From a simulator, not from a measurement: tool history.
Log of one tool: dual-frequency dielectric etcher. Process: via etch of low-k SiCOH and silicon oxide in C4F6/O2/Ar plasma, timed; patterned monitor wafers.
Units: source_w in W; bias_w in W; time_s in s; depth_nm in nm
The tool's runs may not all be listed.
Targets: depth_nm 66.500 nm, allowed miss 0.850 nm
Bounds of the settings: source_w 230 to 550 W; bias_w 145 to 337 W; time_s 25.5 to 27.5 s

run	hour	source_w	bias_w	time_s	depth_nm
1	0.0	390	241	27.5	74.411
2	7.5	450	241	27.5	79.562
3	10.8	450	241	27.5	79.478
4	15.1	400	238	27.5	75.356
5	19.0	360	236	27.5	71.611
6	26.9	410	236	27.5	75.974
7	30.7	370	234	27.5	72.124
8	32.9	350	233	27.5	70.467
9	37.6	290	230	27.5	64.323
10	40.6	300	230	27.5	65.340

4 next moves are on the table. One of them brings every result within its allowed miss. Which?
A	43.6	330	242	27.5	?
B	43.6	350	161	27.5	?
C	43.6	290	237	27.5	?
D	43.6	300	260	27.0	?

move	depth_nm
A	69.637
B	64.445
C	65.259
D	66.795
A: takes the result that was furthest off past its target
B: further off than the last run
C: further off than the last run
D: meets every target
Answer: D
